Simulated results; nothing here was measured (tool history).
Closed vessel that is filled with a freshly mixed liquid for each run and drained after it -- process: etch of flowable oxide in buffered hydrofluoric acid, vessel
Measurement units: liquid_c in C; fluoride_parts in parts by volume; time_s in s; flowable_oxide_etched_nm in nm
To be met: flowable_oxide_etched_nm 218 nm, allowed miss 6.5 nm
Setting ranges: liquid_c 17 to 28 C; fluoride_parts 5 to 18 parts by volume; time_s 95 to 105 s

Run 1, day 0: liquid_c 20 C, fluoride_parts 11 parts by volume, time_s 95 s. Result: flowable_oxide_etched_nm 337.81 nm.
Run 2, day 0.025: liquid_c 20 C, fluoride_parts 11 parts by volume, time_s 95 s. Result: flowable_oxide_etched_nm 339.9 nm.
Run 3, day 0.188: liquid_c 20 C, fluoride_parts 11 parts by volume, time_s 95 s. Result: flowable_oxide_etched_nm 339.95 nm.
Run 4, day 0.546: liquid_c 19 C, fluoride_parts 12 parts by volume, time_s 95 s. Result: flowable_oxide_etched_nm 297.08 nm.
Run 5, day 0.871: liquid_c 21.5 C, fluoride_parts 12 parts by volume, time_s 95 s. Result: flowable_oxide_etched_nm 337.51 nm.
Run 6, day 1: liquid_c 23.5 C, fluoride_parts 12 parts by volume, time_s 95 s. Result: flowable_oxide_etched_nm 380.13 nm.
Run 7, day 1.246: liquid_c 21.5 C, fluoride_parts 13 parts by volume, time_s 95 s. Result: flowable_oxide_etched_nm 314.48 nm.
Run 8, day 1.492: liquid_c 20 C, fluoride_parts 13.5 parts by volume, time_s 95 s. Result: flowable_oxide_etched_nm 277.27 nm.
Run 9, day 1.583: liquid_c 19 C, fluoride_parts 14 parts by volume, time_s 95 s. Result: flowable_oxide_etched_nm 253.21 nm.
Run 10, day 1.688: liquid_c 18.5 C, fluoride_parts 14 parts by volume, time_s 95 s. Result: flowable_oxide_etched_nm 249.48 nm.
Run 11, day 1.717: liquid_c 18 C, fluoride_parts 14.5 parts by volume, time_s 95 s. Result: flowable_oxide_etched_nm 230.29 nm.
Run 12, day 1.812: liquid_c 17.5 C, fluoride_parts 14.5 parts by volume, time_s 95 s. Result: flowable_oxide_etched_nm 226.63 nm.
At day 2.008: hydrofluoric acid flow meter replaced.
Run 13, day 2.008: liquid_c 17 C, fluoride_parts 14.5 parts by volume, time_s 95 s. Result: flowable_oxide_etched_nm 198.96 nm.
Run 14, day 2.258: liquid_c 17.5 C, fluoride_parts 14.5 parts by volume, time_s 95 s. Result: flowable_oxide_etched_nm 201.84 nm.
Run 15, day 2.321: liquid_c 18 C, fluoride_parts 14.5 parts by volume, time_s 95 s. Result: flowable_oxide_etched_nm 206.84 nm.

Consider the 4 candidate settings below. Which is the only one whose results all fall within their allowed miss of target?
Run A, day 2.383: liquid_c 17 C, fluoride_parts 14 parts by volume, time_s 95 s. Result: flowable_oxide_etched_nm ?.
Run B, day 2.383: liquid_c 18 C, fluoride_parts 15.5 parts by volume, time_s 95 s. Result: flowable_oxide_etched_nm ?.
Run C, day 2.383: liquid_c 20 C, fluoride_parts 16.5 parts by volume, time_s 100 s. Result: flowable_oxide_etched_nm ?.
Run D, day 2.383: liquid_c 17 C, fluoride_parts 15.5 parts by volume, time_s 100 s. Result: flowable_oxide_etched_nm ?.

move  flowable_oxide_etched_nm
   A                    202.16
   B                    193.62
   C                    214.55
   D                    192.52
A: lands further from the targets than the last run did
B: lands further from the targets than the last run did
C: every result within its allowed miss
D: lands further from the targets than the last run did
Move C is the one to make.
